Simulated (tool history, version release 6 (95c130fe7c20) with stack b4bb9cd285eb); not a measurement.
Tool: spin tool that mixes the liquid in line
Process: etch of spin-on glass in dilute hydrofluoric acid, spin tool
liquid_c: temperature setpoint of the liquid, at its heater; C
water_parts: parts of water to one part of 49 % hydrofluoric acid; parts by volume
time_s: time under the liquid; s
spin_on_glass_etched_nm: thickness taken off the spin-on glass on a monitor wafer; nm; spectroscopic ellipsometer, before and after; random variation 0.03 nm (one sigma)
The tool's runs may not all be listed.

Run 1, day 0.000: liquid_c 25.0 C, water_parts 85 parts by volume, time_s 15 s. Result: spin_on_glass_etched_nm 12.5120 nm.
Run 2, day 0.217: liquid_c 25.0 C, water_parts 85 parts by volume, time_s 15 s. Result: spin_on_glass_etched_nm 12.4710 nm.
Run 3, day 0.575: liquid_c 22.5 C, water_parts 85 parts by volume, time_s 15 s. Result: spin_on_glass_etched_nm 11.2780 nm.
Run 4, day 0.908: liquid_c 21.5 C, water_parts 90 parts by volume, time_s 15 s. Result: spin_on_glass_etched_nm 10.2170 nm.
Run 5, day 0.967: liquid_c 21.5 C, water_parts 90 parts by volume, time_s 15 s. Result: spin_on_glass_etched_nm 10.1420 nm.
At day 1.229: thermometer replaced.
Run 6, day 1.229: liquid_c 19.5 C, water_parts 90 parts by volume, time_s 15 s. Result: spin_on_glass_etched_nm 8.8327 nm.
Run 7, day 1.462: liquid_c 19.0 C, water_parts 90 parts by volume, time_s 15 s. Result: spin_on_glass_etched_nm 8.6568 nm.
Run 8, day 1.704: liquid_c 18.5 C, water_parts 90 parts by volume, time_s 15 s. Result: spin_on_glass_etched_nm 8.4873 nm.
Run 9, day 1.892: liquid_c 18.0 C, water_parts 90 parts by volume, time_s 15 s. Result: spin_on_glass_etched_nm 8.2609 nm.

Forecast run 10:
Run 10, day 2.012: liquid_c 17.5 C, water_parts 90 parts by volume, time_s 15 s. Result: spin_on_glass_etched_nm ?.

spin_on_glass_etched_nm: 8.1341 nm

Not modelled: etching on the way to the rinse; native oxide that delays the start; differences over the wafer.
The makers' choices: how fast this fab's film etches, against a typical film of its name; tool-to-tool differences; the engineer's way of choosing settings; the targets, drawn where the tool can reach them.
